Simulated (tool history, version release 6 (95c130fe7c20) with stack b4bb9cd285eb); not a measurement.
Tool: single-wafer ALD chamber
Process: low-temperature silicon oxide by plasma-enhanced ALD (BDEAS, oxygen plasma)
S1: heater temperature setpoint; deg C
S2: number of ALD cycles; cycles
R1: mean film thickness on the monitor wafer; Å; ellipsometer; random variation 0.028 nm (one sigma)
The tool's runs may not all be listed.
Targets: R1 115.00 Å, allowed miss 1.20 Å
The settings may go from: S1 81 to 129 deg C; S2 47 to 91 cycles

{"run": 1, "hour": 0.0, "S1": 105, "S2": 69, "R1": 98.09}
{"run": 2, "hour": 8.4, "S1": 105, "S2": 75, "R1": 106.77}
{"run": 3, "hour": 10.9, "S1": 101, "S2": 76, "R1": 108.84}
{"run": 4, "hour": 12.6, "S1": 101, "S2": 82, "R1": 117.42}
{"run": 5, "hour": 13.3, "S1": 101, "S2": 76, "R1": 108.88}
{"run": 6, "hour": 20.6, "S1": 98, "S2": 77, "R1": 111.76}
{"run": 7, "hour": 28.6, "S1": 96, "S2": 77, "R1": 112.0}
{"run": 8, "hour": 36.2, "S1": 87, "S2": 78, "R1": 117.67}
{"hour": 42.2, "done": "thermocouple changed; heater temperature recalibrated"}
{"run": 9, "hour": 42.2, "S1": 88, "S2": 78, "R1": 118.76}

Which of these 4 next moves meets every target?
{"run": "A", "hour": 48.2, "S1": 103, "S2": 80, "R1": "?"}
{"run": "B", "hour": 48.2, "S1": 88, "S2": 82, "R1": "?"}
{"run": "C", "hour": 48.2, "S1": 81, "S2": 76, "R1": "?"}
{"run": "D", "hour": 48.2, "S1": 94, "S2": 76, "R1": "?"}

move=A R1=115.20
move=B R1=124.83
move=C R1=118.86
move=D R1=112.98
A: meets every target
B: further off than the last run
C: as far off as the last run
D: takes the result that was furthest off past its target
The right move is A.
